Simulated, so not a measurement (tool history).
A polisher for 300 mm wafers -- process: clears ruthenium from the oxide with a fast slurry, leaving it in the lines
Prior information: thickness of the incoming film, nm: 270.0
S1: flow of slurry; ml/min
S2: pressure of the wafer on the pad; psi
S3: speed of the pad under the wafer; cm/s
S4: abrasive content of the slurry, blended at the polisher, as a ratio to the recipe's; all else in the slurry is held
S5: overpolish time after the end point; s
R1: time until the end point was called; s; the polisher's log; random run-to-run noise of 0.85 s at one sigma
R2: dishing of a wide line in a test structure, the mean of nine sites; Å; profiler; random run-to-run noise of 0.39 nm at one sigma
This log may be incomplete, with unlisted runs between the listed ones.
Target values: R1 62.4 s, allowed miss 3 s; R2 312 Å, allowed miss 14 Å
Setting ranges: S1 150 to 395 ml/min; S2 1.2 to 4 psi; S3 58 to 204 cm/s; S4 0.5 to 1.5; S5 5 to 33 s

run 1 day=0 | S1=250 S2=2.6 S3=130 S4=1 S5=17 | R1=58.375 R2=623.48
run 2 day=0.1 | S1=250 S2=2.6 S3=130 S4=1.15 S5=17 | R1=54.979 R2=653.73
run 3 day=0.462 | S1=250 S2=2.5 S3=130 S4=1.15 S5=14 | R1=56.97 R2=557.21
run 4 day=0.775 | S1=215 S2=2.5 S3=130 S4=1.15 S5=14 | R1=56.695 R2=528.21
run 5 day=1.054 | S1=215 S2=2.5 S3=100 S4=1.15 S5=14 | R1=75.431 R2=431.04
run 6 day=1.421 | S1=215 S2=2.8 S3=100 S4=1.15 S5=14 | R1=65.159 R2=483.09
run 7 day=1.767 | S1=205 S2=2.8 S3=100 S4=1.15 S5=12 | R1=67.414 R2=407.86
run 8 day=1.858 | S1=205 S2=2.9 S3=100 S4=1.15 S5=11 | R1=65.108 R2=394.07
run 9 day=2.225 | S1=205 S2=3 S3=100 S4=1.15 S5=10 | R1=64.61 R2=368.99
run 10 day=2.412 | S1=205 S2=3.1 S3=100 S4=1.15 S5=9 | R1=60.093 R2=346.5

Exercise: of the 4 proposed moves below, exactly one satisfies all targets within the stated allowed misses. Which move is it?
run A day=2.6 | S1=205 S2=2.9 S3=94 S4=1.1 S5=9 | R1=? R2=?
run B day=2.6 | S1=195 S2=3.4 S3=96 S4=1.05 S5=8 | R1=? R2=?
run C day=2.6 | S1=270 S2=2.8 S3=110 S4=0.85 S5=8 | R1=? R2=?
run D day=2.6 | S1=240 S2=3.1 S3=84 S4=1.2 S5=9 | R1=? R2=?

move=A R1=71.157 R2=304.95
move=B R1=61.985 R2=310.55
move=C R1=71.386 R2=273.24
move=D R1=69.667 R2=310.82
A: brings the last run's worst result on target, with another outside its allowed miss
B: all results in spec
C: carries the result that was furthest off beyond its target, to the other side
D: brings the last run's worst result on target, with another outside its allowed miss
Answer: B

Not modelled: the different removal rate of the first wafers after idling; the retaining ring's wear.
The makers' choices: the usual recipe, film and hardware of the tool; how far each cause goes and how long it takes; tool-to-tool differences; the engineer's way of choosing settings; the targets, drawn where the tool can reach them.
